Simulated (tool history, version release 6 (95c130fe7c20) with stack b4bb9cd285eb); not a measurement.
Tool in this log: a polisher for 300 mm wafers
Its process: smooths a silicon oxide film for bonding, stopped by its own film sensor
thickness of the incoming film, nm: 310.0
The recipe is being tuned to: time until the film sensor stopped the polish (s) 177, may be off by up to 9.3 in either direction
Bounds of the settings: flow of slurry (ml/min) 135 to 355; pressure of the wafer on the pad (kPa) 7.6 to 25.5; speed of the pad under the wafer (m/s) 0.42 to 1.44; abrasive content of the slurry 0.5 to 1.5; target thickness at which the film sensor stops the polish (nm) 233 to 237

run,day,flow of slurry (ml/min),pressure of the wafer on the pad (kPa),speed of the pad under the wafer (m/s),abrasive content of the slurry,target thickness at which the film sensor stops the polish (nm),time until the film sensor stopped the polish (s)
1,0,225,16.5,0.92,1,237,104.24
2,0.296,225,16.5,1,1,237,98.273
3,0.533,225,16.5,1,0.85,237,101.27
4,0.658,225,13.8,0.98,0.85,237,126.3
5,0.854,225,13.8,0.98,0.85,233,130.97
6,0.996,225,13.8,0.98,0.85,237,129.5
7,1.204,225,12.4,0.98,0.85,237,141.97
8,1.379,225,9,0.96,0.85,237,197.59

Exactly one of the 5 candidate moves below puts every result within its allowed miss. Which one?
A,1.554,225,9,1.04,0.8,234,?
B,1.554,245,10.3,0.8,0.95,233,?
C,1.554,215,10.3,0.96,0.8,237,?
D,1.554,270,9.7,0.8,0.9,235,?
E,1.554,230,8.3,1,0.8,237,?

move,time until the film sensor stopped the polish (s)
A,193.29
B,197.16
C,173.72
D,206.75
E,206.09
A: gains on the last run, yet a result remains outside its allowed miss
B: about as far from the targets as the last run
C: each result inside its tolerance
D: moves away from the targets compared with the last run
E: moves away from the targets compared with the last run
So the answer is move C, the one that meets all the targets.
